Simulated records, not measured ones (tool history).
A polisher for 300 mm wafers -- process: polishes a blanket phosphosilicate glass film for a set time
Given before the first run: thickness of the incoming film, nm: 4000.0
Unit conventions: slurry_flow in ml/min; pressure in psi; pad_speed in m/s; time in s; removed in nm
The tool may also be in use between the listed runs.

run 1 hour=0 | slurry_flow=205 pressure=4.1 pad_speed=0.88 slurry_solids=1 time=78 | removed=769.53
run 2 hour=6.8 | slurry_flow=205 pressure=4.1 pad_speed=0.88 slurry_solids=1 time=78 | removed=775.51
run 3 hour=8.2 | slurry_flow=205 pressure=4.1 pad_speed=0.88 slurry_solids=0.85 time=78 | removed=709.3
run 4 hour=10.2 | slurry_flow=205 pressure=4.5 pad_speed=0.88 slurry_solids=0.85 time=78 | removed=777.06
run 5 hour=17.5 | slurry_flow=200 pressure=4 pad_speed=0.88 slurry_solids=0.85 time=78 | removed=695.52
run 6 hour=23.1 | slurry_flow=235 pressure=4 pad_speed=0.88 slurry_solids=0.85 time=78 | removed=711.21
run 7 hour=26.9 | slurry_flow=215 pressure=2.9 pad_speed=0.86 slurry_solids=0.85 time=78 | removed=534.62
run 8 hour=31.7 | slurry_flow=210 pressure=2.8 pad_speed=0.86 slurry_solids=0.85 time=78 | removed=532.6

Predict the results of run 9:
run 9 hour=39.7 | slurry_flow=210 pressure=2 pad_speed=0.86 slurry_solids=0.85 time=78 | removed=?

{"run 9": {"removed": 414.94}}

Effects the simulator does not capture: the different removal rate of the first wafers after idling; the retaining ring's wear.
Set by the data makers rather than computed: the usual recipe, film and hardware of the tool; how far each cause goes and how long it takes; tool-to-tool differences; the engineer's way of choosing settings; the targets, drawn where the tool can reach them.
